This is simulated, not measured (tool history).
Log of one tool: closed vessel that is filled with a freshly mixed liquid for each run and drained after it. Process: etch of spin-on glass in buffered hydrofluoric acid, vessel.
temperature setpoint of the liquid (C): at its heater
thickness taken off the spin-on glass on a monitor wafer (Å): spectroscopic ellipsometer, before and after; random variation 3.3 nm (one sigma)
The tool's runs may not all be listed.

run	hour	temperature setpoint of the liquid (C)	parts of 40 % ammonium fluoride to one part of 49 % hydrofluoric acid (parts by volume)	time in the liquid (s)	thickness taken off the spin-on glass on a monitor wafer (Å)
1	0.0	21.0	16.5	95	2151.2
2	2.2	21.0	21.0	95	1728.3
3	8.3	22.0	19.0	95	1969.0
4	13.5	24.0	19.0	95	2190.0
5	20.6	24.0	19.0	100	2311.5
6	26.4	25.0	17.5	100	2662.8
7	32.8	25.5	16.0	100	3010.3

The next listed run, before its measurement:
8	38.1	26.0	15.0	100	?

{"run 8": {"thickness taken off the spin-on glass on a monitor wafer (Å)": 3282.7}}
